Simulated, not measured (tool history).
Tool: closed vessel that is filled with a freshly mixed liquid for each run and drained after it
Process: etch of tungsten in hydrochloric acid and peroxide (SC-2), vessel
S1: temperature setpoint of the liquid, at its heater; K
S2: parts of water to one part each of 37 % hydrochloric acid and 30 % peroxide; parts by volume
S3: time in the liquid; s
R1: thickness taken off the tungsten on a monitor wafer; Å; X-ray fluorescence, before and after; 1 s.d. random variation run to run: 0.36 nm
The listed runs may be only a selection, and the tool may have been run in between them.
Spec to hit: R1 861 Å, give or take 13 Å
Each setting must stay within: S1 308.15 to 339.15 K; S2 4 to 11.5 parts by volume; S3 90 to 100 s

run 1 hour=0 | S1=323.15 S2=6.5 S3=90 | R1=461.57
run 2 hour=6.1 | S1=323.15 S2=8 S3=90 | R1=391.17
run 3 hour=12 | S1=323.15 S2=8 S3=100 | R1=434.91
run 4 hour=15.7 | S1=323.15 S2=9.5 S3=100 | R1=379.42
run 5 hour=18.1 | S1=323.15 S2=10.5 S3=100 | R1=347.53
run 6 hour=23.6 | S1=323.15 S2=10.5 S3=100 | R1=350.74
run 7 hour=29.1 | S1=325.65 S2=10.5 S3=100 | R1=412.88
run 8 hour=32.2 | S1=327.65 S2=10.5 S3=100 | R1=468.65
run 9 hour=39.9 | S1=329.15 S2=10.5 S3=100 | R1=515.95
run 10 hour=48.3 | S1=330.65 S2=10.5 S3=100 | R1=567.66
run 11 hour=56.6 | S1=331.65 S2=10.5 S3=100 | R1=603.9
run 12 hour=63.6 | S1=332.65 S2=10.5 S3=100 | R1=646.74
run 13 hour=70.4 | S1=333.65 S2=10.5 S3=100 | R1=682.47
run 14 hour=73.9 | S1=333.65 S2=10.5 S3=100 | R1=690.72
run 15 hour=76 | S1=334.15 S2=10.5 S3=100 | R1=710.43
run 16 hour=78.8 | S1=334.65 S2=10.5 S3=100 | R1=734.4

Below are 5 possible settings for the next run. Only one of them brings all results inside the allowed miss of their targets. Which is it?
run A hour=81.6 | S1=329.15 S2=9 S3=100 | R1=?
run B hour=81.6 | S1=338.15 S2=11.5 S3=95 | R1=?
run C hour=81.6 | S1=338.65 S2=11.5 S3=100 | R1=?
run D hour=81.6 | S1=336.65 S2=11.5 S3=90 | R1=?
run E hour=81.6 | S1=330.65 S2=9 S3=90 | R1=?

move=A R1=585.5
move=B R1=795.83
move=C R1=863.57
move=D R1=687.85
move=E R1=580.02
A: misses by more than the last run did
B: nearer than the last run, and not there yet
C: meets every target
D: misses by more than the last run did
E: misses by more than the last run did
Go with C: it meets all targets.
